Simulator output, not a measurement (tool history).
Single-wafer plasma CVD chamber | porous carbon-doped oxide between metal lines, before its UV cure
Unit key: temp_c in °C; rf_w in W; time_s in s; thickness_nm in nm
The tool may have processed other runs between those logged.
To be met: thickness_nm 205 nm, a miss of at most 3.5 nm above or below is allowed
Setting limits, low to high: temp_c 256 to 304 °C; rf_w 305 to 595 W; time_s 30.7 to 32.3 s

run    day  temp_c  rf_w  time_s  thickness_nm
  1      0     280   450    32.3        184.45
  2  0.233     287   450    32.3        177.21
  3  0.512     280   455    32.3        186.98
  4  0.754     290   455    32.3        177.37
  5  1.067     283   460    32.3        184.56
  6  1.408     291   460    32.3        173.97
  7  1.608     284   465    32.3        183.68
  8  1.775     279   470    32.3        188.86
  9  1.825     275   475    32.3        194.76
 10   2.15     272   480    32.3        199.37
 11  2.175     271   480    32.3        200.79

Below are 4 possible settings for the next run. Only one of them brings all results inside the allowed miss of their targets. Which is it?
  A  2.2     276   535    31.5             ?
  B  2.2     273   490    30.9             ?
  C  2.2     272   525      32             ?
  D  2.2     276   520    31.6             ?

move  thickness_nm
   A        198.16
   B         190.5
   C        204.19
   D        196.33
A: further off than the last run
B: further off than the last run
C: hits every target within its allowed miss
D: further off than the last run
C meets every target.
